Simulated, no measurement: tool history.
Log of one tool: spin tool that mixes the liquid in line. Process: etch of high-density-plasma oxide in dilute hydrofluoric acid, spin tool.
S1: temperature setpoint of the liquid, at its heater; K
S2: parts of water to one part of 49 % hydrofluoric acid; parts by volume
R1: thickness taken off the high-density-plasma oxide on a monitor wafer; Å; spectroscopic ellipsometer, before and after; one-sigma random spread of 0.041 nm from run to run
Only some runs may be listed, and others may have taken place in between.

{"run": 1, "hour": 0.0, "S1": 296.15, "S2": 150, "time under the liquid (s)": 275, "R1": 105.79}
{"run": 2, "hour": 2.4, "S1": 294.15, "S2": 165, "time under the liquid (s)": 275, "R1": 87.364}
{"run": 3, "hour": 10.1, "S1": 294.15, "S2": 115, "time under the liquid (s)": 275, "R1": 130.22}
{"run": 4, "hour": 11.4, "S1": 292.65, "S2": 145, "time under the liquid (s)": 275, "R1": 95.919}
{"run": 5, "hour": 15.7, "S1": 295.15, "S2": 145, "time under the liquid (s)": 275, "R1": 103.9}
{"run": 6, "hour": 21.6, "S1": 295.15, "S2": 100, "time under the liquid (s)": 275, "R1": 161.91}
{"hour": 24.1, "done": "thermometer replaced"}
{"run": 7, "hour": 24.1, "S1": 293.65, "S2": 130, "time under the liquid (s)": 275, "R1": 122.49}
{"run": 8, "hour": 28.1, "S1": 293.15, "S2": 155, "time under the liquid (s)": 275, "R1": 99.476}
{"run": 9, "hour": 36.7, "S1": 293.15, "S2": 180, "time under the liquid (s)": 275, "R1": 83.611}
{"run": 10, "hour": 39.9, "S1": 292.65, "S2": 195, "time under the liquid (s)": 275, "R1": 74.373}
{"run": 11, "hour": 45.0, "S1": 292.15, "S2": 205, "time under the liquid (s)": 275, "R1": 68.328}

Predict the results of run 12:
{"run": 12, "hour": 48.1, "S1": 291.65, "S2": 210, "time under the liquid (s)": 275, "R1": "?"}

R1: 65.998 Å
